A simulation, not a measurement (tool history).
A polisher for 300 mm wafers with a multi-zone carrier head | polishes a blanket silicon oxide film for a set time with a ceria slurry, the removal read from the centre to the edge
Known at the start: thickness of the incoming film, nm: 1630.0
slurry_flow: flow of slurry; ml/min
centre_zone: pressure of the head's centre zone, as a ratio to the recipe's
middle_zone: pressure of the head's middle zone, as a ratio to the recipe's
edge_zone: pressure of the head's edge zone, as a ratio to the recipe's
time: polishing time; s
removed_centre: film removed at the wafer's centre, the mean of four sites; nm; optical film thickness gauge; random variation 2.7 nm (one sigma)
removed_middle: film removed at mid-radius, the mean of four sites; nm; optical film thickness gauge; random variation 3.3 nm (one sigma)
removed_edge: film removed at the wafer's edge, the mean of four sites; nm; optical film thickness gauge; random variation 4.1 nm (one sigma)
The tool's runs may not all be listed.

run  hour  slurry_flow  centre_zone  middle_zone  edge_zone  time  removed_centre  removed_middle  removed_edge
  1   0.0          155         1.00         1.00       1.00    54          351.77          345.67        354.56
  2   3.2          170         1.00         1.00       1.00    54          359.46          350.67        362.14
  3   3.9          170         1.00         1.00       1.00    66          434.61          443.77        442.25
  4  11.2          170         1.00         0.97       1.00    66          435.92          426.35        452.09
  5  20.1          165         1.00         0.97       0.98    63          415.29          401.06        409.73
  6  28.3          165         0.93         0.97       0.98    63          391.11          405.20        414.17
  7  37.0          160         0.93         0.96       0.96    62          382.11          396.00        399.63
  8  39.3          160         0.93         0.96       0.96    62          381.58          390.23        409.16
  9  46.0          160         0.94         0.96       0.94    60          372.74          377.32        385.87
 10  49.2          155         0.94         0.96       0.92    59          362.54          371.00        370.77
 11  57.7          120         0.98         0.86       0.82    52          320.20          286.98        305.69

Run 12 comes next. What will it give?
 12  65.8          120         0.98         0.87       0.82    52               ?               ?             ?

removed_centre: 314.11 nm
removed_middle: 296.36 nm
removed_edge: 303.24 nm
